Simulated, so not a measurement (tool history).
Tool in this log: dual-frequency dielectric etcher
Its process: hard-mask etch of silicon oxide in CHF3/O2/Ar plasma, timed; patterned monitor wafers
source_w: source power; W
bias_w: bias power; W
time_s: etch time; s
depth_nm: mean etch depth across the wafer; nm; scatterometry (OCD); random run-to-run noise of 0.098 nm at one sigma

run	hour	source_w	bias_w	time_s	depth_nm
1	0.0	660	213	15.5	30.899
2	7.1	660	241	15.5	32.085
3	9.5	770	241	15.5	34.832
4	13.9	690	236	15.5	32.606
5	19.3	630	232	15.5	30.724
6	23.0	630	204	15.5	29.532
7	26.4	600	203	15.5	28.544

Run 8 is up next; what results do you expect?
8	28.0	580	202	15.5	?

Run 8 produced depth_nm 27.812 nm.
